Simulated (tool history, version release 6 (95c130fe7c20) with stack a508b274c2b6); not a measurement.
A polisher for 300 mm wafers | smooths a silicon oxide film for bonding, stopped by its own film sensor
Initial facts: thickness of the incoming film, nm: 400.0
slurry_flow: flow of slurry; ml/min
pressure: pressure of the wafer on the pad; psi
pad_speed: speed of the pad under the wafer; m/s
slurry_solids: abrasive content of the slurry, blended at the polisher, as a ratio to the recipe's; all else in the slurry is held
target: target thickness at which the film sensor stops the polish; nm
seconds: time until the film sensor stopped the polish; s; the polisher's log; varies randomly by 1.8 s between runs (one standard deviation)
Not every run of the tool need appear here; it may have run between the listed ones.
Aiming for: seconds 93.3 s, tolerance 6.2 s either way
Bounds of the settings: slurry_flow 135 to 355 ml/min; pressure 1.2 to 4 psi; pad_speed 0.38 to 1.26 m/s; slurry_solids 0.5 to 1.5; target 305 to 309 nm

run	day	slurry_flow	pressure	pad_speed	slurry_solids	target	seconds
1	0	225	2.6	0.82	1	309	119.07
2	0.317	225	2.6	0.98	1	309	103.93
3	0.629	225	2.7	0.98	1	309	104.68
4	0.812	225	2.7	0.98	0.9	309	105.87
5	1.108	225	2.7	0.88	0.9	309	114.55
6	1.229	225	2.7	0.88	1.05	309	111.24
7	1.542	225	2.8	0.9	1.05	309	104.16
8	1.771	225	2.9	0.9	1.05	309	98.281

Pick the move, out of 5, that brings all results within their allowed miss; only one does.
A	2	165	3.8	0.76	1.05	309	?
B	2	270	2.7	0.86	1.35	305	?
C	2	160	2.4	1.02	1	305	?
D	2	340	3.1	0.72	1	309	?
E	2	200	2.4	1.06	0.9	309	?

move	seconds
A	91.928
B	104.78
C	115.57
D	109.96
E	108.44
A: all results land within tolerance of their targets
B: moves away from the targets compared with the last run
C: moves away from the targets compared with the last run
D: moves away from the targets compared with the last run
E: moves away from the targets compared with the last run
The move that meets every target is A.
